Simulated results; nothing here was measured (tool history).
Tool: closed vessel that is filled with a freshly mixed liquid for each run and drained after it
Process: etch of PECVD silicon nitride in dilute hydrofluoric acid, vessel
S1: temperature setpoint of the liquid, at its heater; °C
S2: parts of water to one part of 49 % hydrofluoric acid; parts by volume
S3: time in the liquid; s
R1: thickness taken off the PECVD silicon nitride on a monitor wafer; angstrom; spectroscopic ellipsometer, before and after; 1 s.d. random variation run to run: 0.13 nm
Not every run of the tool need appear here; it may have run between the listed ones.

run,hour,S1,S2,S3,R1
1,0.0,21.0,90,865,128.89
2,7.3,23.0,90,865,149.91
3,11.3,20.5,90,865,126.44
4,19.0,22.5,90,865,144.66
5,26.0,19.5,90,865,117.59
6,27.0,22.0,90,865,140.23
7,33.3,23.5,90,865,155.12

For run 8, what comes out?
8,37.5,27.5,90,865,?

R1: 204.43 angstrom
